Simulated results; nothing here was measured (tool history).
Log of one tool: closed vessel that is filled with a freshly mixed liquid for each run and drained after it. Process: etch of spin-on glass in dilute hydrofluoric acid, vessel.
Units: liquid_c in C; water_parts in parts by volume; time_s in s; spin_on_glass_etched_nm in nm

run	hour	liquid_c	water_parts	time_s	spin_on_glass_etched_nm
1	0	22	170	30	5.681
2	1.5	22	170	30	5.8082
3	9.1	22	170	30	5.7282
4	17.1	18.5	170	30	5.0183
5	23	20.5	165	30	5.6049
6	31.9	17	165	30	4.8697
7	37.4	19.5	160	30	5.59
8	46.5	21.5	160	30	6.0572
9	48.5	23	160	30	6.408
10	56.2	24.5	160	30	6.7303

Forecast run 11:
11	58.5	25.5	160	30	?

spin_on_glass_etched_nm: 6.9927 nm

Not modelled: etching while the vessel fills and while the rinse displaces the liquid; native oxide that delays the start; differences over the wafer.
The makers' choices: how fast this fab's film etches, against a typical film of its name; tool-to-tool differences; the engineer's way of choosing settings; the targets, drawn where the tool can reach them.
